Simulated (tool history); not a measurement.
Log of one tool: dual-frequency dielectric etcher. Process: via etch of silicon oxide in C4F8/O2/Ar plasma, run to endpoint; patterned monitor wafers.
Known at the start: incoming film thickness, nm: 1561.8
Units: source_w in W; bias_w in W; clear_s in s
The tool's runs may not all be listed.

run  hour  source_w  bias_w  clear_s
  1     0      2190    1911   298.83
  2   0.6      2370    1911   292.07
  3   9.4      2140    1831   305.09
  4  13.5      1960    1783   318.82
  5  15.6      1850    1762   325.84
  6    24      1770    1746   332.78
  7  27.1      1720    1736   331.62
  8  30.5      1400    1653   368.86

Forecast run 9:
  9  36.9      1460    1662        ?

{"run 9": {"clear_s": 356.85}}
